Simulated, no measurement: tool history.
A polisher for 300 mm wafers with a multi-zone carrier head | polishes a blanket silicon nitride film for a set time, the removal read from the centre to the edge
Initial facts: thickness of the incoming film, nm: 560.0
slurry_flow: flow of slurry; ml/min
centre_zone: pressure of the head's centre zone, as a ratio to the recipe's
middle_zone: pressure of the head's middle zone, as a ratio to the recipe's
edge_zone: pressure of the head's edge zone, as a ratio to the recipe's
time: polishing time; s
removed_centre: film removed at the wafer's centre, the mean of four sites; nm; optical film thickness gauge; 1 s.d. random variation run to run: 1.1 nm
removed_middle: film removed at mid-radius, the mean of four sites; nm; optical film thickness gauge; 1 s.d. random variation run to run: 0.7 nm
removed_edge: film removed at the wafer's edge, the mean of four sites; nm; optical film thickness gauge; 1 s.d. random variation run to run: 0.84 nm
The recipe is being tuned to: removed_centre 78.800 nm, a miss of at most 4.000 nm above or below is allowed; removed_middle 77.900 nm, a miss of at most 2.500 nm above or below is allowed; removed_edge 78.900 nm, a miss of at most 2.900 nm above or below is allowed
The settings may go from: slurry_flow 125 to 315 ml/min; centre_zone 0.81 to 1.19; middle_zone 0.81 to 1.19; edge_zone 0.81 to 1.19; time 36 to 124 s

run,hour,slurry_flow,centre_zone,middle_zone,edge_zone,time,removed_centre,removed_middle,removed_edge
1,0.0,205,1.00,1.00,1.00,79,157.380,152.400,151.300
2,1.7,185,0.97,0.97,0.95,64,120.020,117.180,116.950
3,3.3,180,0.95,0.94,0.91,57,106.950,104.240,103.200
4,4.2,170,0.92,0.91,0.89,52,92.518,89.534,93.539
5,6.4,170,0.87,0.91,0.89,52,85.068,91.026,92.174
6,11.7,170,0.93,0.91,0.89,52,92.886,90.934,94.210
7,19.2,175,0.92,0.90,0.87,48,84.227,83.479,85.966
8,21.0,175,0.92,0.90,0.85,47,82.642,81.573,81.992
9,29.4,175,0.91,0.89,0.84,47,83.281,80.014,83.507

Which single option among these 4 for the next run brings every result within its allowed miss of target? Just one does.
A,37.8,175,0.98,0.85,0.81,48,?,?,?
B,37.8,130,0.90,0.90,0.82,47,?,?,?
C,37.8,170,0.83,0.90,0.85,45,?,?,?
D,37.8,125,0.82,0.81,0.98,52,?,?,?

move,removed_centre,removed_middle,removed_edge
A,92.268,78.089,82.921
B,79.655,77.371,79.490
C,72.911,76.548,79.163
D,79.725,78.123,95.204
A: lands further from the targets than the last run did
B: in spec on every target
C: the furthest-off result lands on target, but another misses its tolerance
D: lands further from the targets than the last run did
Correct choice: B, which meets every target
